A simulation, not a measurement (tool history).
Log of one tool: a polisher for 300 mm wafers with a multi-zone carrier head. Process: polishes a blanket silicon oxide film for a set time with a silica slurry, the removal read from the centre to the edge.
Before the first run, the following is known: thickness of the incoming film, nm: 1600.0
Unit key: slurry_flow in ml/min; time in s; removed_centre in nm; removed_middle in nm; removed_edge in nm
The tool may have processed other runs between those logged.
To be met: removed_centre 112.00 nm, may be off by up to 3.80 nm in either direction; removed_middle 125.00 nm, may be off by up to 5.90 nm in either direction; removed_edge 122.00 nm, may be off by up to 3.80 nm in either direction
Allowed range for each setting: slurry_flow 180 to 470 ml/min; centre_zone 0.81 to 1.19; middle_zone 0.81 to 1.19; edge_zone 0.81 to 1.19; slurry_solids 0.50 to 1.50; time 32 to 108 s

| run | hour | slurry_flow | centre_zone | middle_zone | edge_zone | slurry_solids | time | removed_centre | removed_middle | removed_edge |
|---|---|---|---|---|---|---|---|---|---|---|
| 1 | 0.0 | 300 | 1.00 | 1.00 | 1.00 | 1.00 | 70 | 141.90 | 140.80 | 139.50 |
| 2 | 4.3 | 295 | 0.97 | 0.99 | 0.98 | 0.95 | 70 | 134.49 | 133.34 | 134.04 |
| 3 | 5.6 | 350 | 0.97 | 0.99 | 0.98 | 0.95 | 70 | 134.76 | 137.96 | 136.22 |
| 4 | 7.8 | 350 | 0.97 | 1.03 | 0.98 | 0.95 | 70 | 136.49 | 141.69 | 138.47 |
| 5 | 13.3 | 345 | 0.94 | 1.02 | 0.96 | 0.95 | 70 | 131.85 | 140.33 | 135.37 |
| 6 | 18.3 | 340 | 0.92 | 1.01 | 0.95 | 0.95 | 70 | 132.26 | 138.67 | 134.10 |
| 7 | 27.3 | 340 | 0.90 | 1.01 | 0.95 | 0.90 | 70 | 125.49 | 136.16 | 132.46 |
| 8 | 30.7 | 340 | 0.89 | 1.00 | 0.94 | 0.90 | 70 | 121.07 | 132.01 | 130.74 |
| 9 | 35.5 | 340 | 0.89 | 1.00 | 0.94 | 0.90 | 70 | 123.18 | 130.71 | 130.12 |
| 10 | 39.0 | 340 | 0.88 | 1.00 | 0.93 | 0.90 | 70 | 121.85 | 132.63 | 128.30 |
| 11 | 42.3 | 335 | 0.87 | 0.99 | 0.92 | 0.90 | 70 | 117.89 | 133.35 | 127.14 |
| 12 | 46.3 | 330 | 0.87 | 0.98 | 0.92 | 0.90 | 70 | 118.92 | 130.02 | 127.81 |
| 13 | 47.4 | 325 | 0.86 | 0.98 | 0.91 | 0.90 | 70 | 118.80 | 131.59 | 127.51 |
| 14 | 52.2 | 325 | 0.86 | 0.98 | 0.91 | 0.90 | 70 | 119.23 | 132.02 | 126.71 |
| 15 | 58.6 | 325 | 0.85 | 0.97 | 0.91 | 0.90 | 70 | 117.00 | 130.08 | 127.27 |
| 16 | 67.3 | 325 | 0.85 | 0.96 | 0.90 | 0.90 | 70 | 116.21 | 129.80 | 125.10 |
| 17 | 73.8 | 325 | 0.85 | 0.95 | 0.90 | 0.90 | 70 | 116.66 | 127.60 | 127.80 |
| 18 | 77.1 | 320 | 0.85 | 0.95 | 0.89 | 0.90 | 70 | 117.10 | 127.71 | 125.65 |
| 19 | 80.8 | 320 | 0.84 | 0.95 | 0.89 | 0.90 | 70 | 117.37 | 128.34 | 124.92 |
| 20 | 87.7 | 320 | 0.83 | 0.95 | 0.89 | 0.90 | 70 | 112.48 | 127.36 | 127.69 |

Exactly one of the 5 candidate moves below puts every result within its allowed miss. Which one?
| A | 94.6 | 330 | 0.87 | 0.95 | 0.88 | 0.85 | 72 | ? | ? | ? |
| B | 94.6 | 300 | 0.89 | 1.00 | 0.81 | 1.05 | 60 | ? | ? | ? |
| C | 94.6 | 320 | 0.85 | 0.89 | 0.94 | 0.85 | 74 | ? | ? | ? |
| D | 94.6 | 320 | 0.84 | 0.97 | 0.89 | 0.95 | 65 | ? | ? | ? |
| E | 94.6 | 345 | 0.81 | 0.86 | 0.94 | 0.75 | 82 | ? | ? | ? |

| move | removed_centre | removed_middle | removed_edge |
|---|---|---|---|
| A | 118.67 | 127.20 | 125.53 |
| B | 112.80 | 123.91 | 113.52 |
| C | 119.22 | 123.50 | 132.38 |
| D | 110.90 | 124.60 | 121.41 |
| E | 117.60 | 123.22 | 135.70 |
A: the furthest-off result lands on target, but another misses its tolerance
B: pushes the last run's worst result past its target
C: lands further from the targets than the last run did
D: each result inside its tolerance
E: lands further from the targets than the last run did
The move that meets every target is D.
